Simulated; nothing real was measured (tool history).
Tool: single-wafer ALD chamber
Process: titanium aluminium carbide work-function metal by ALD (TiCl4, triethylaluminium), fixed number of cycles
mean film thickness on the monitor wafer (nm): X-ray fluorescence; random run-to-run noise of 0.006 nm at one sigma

run,hour,heater temperature setpoint (K),triethylaluminium pulse time (s),mean film thickness on the monitor wafer (nm)
1,0,588.15,13.14,2.213
2,4,593.15,13.14,2.2487
3,5.3,600.15,13.14,2.302
4,10.1,594.15,12.21,2.249
5,15.1,586.15,12.21,2.1703
6,17.8,583.15,11.84,2.1432
7,23.9,583.15,11.84,2.1482
8,28.8,581.15,11.51,2.1213

Estimate the outcome of run 9 from the log above:
9,32.2,581.15,11.51,?

mean film thickness on the monitor wafer (nm): 2.1115

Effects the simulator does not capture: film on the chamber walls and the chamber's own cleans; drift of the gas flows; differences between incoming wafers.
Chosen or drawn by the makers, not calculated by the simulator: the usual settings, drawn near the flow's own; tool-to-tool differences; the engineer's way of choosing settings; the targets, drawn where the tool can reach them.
